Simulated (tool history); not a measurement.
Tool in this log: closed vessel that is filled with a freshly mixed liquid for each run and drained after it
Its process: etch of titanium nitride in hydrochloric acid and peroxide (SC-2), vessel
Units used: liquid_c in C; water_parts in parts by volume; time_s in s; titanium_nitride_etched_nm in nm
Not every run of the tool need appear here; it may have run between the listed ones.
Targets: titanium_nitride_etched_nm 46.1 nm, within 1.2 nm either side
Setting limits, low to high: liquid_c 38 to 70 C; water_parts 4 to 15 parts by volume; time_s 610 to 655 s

run  hour  liquid_c  water_parts  time_s  titanium_nitride_etched_nm
  1     0        54          8.5     610                      17.968
  2   6.1        54          8.5     655                      19.332
  3   7.3      60.5          8.5     655                      29.493
  4   9.8      62.5          8.5     655                      33.186
  5  10.7      62.5          8.5     610                      31.115
  6  17.6      62.5          8.5     655                      33.388
  7  26.6        64          8.5     655                      36.956
  8  35.8        65          8.5     655                      38.416
  9  37.4        66          8.5     655                      41.426
 10  43.2      66.5          8.5     655                      42.608
 11  46.6        67          8.5     655                      43.853

Exactly one of the 4 candidate moves below puts every result within its allowed miss. Which one?
  A    50        64            7     655                           ?
  B    50      68.5            9     655                           ?
  C    50        68          8.5     610                           ?
  D    50      67.5          8.5     625                           ?

move  titanium_nitride_etched_nm
   A                      42.494
   B                      45.636
   C                      43.214
   D                       42.97
A: moves away from the targets compared with the last run
B: each result inside its tolerance
C: moves away from the targets compared with the last run
D: moves away from the targets compared with the last run
So the answer is move B, the one that meets all the targets.
